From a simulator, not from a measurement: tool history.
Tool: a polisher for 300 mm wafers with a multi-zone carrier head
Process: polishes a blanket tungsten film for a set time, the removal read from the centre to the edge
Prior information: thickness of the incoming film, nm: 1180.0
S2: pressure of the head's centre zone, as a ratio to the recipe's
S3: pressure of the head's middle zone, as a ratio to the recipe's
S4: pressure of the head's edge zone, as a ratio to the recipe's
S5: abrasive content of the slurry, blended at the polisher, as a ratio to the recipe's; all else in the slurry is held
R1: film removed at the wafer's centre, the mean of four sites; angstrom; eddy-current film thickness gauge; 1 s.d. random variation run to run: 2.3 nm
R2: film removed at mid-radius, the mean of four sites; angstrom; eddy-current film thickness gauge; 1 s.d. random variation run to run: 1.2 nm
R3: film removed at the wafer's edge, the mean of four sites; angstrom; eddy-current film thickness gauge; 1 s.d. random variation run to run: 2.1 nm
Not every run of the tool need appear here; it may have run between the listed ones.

{"run": 1, "day": 0.0, "flow of slurry (ml/min)": 200, "S2": 1, "S3": 1, "S4": 1, "S5": 1, "polishing time (s)": 70, "R1": 2595.3, "R2": 2567.7, "R3": 2514.5}
{"run": 2, "day": 0.096, "flow of slurry (ml/min)": 200, "S2": 0.97, "S3": 1, "S4": 1, "S5": 1, "polishing time (s)": 70, "R1": 2555.3, "R2": 2563.1, "R3": 2498}
{"run": 3, "day": 0.167, "flow of slurry (ml/min)": 200, "S2": 0.97, "S3": 1, "S4": 1, "S5": 1, "polishing time (s)": 85, "R1": 3106.8, "R2": 3103.5, "R3": 3022}
{"run": 4, "day": 0.2, "flow of slurry (ml/min)": 190, "S2": 0.95, "S3": 0.96, "S4": 0.97, "S5": 0.85, "polishing time (s)": 76, "R1": 2561.7, "R2": 2575.8, "R3": 2617}
{"run": 5, "day": 0.542, "flow of slurry (ml/min)": 190, "S2": 1.01, "S3": 0.96, "S4": 0.97, "S5": 0.85, "polishing time (s)": 76, "R1": 2688.6, "R2": 2575.7, "R3": 2531.1}
{"run": 6, "day": 0.775, "flow of slurry (ml/min)": 190, "S2": 1.01, "S3": 0.96, "S4": 0.97, "S5": 0.85, "polishing time (s)": 85, "R1": 3043.9, "R2": 2872.1, "R3": 2931.9}

Expected results for the next run?
{"run": 7, "day": 0.854, "flow of slurry (ml/min)": 140, "S2": 0.91, "S3": 0.86, "S4": 0.94, "S5": 0.6, "polishing time (s)": 66, "R1": "?", "R2": "?", "R3": "?"}

{"run 7": {"R1": 1866.4, "R2": 1805.6, "R3": 1950.3}}
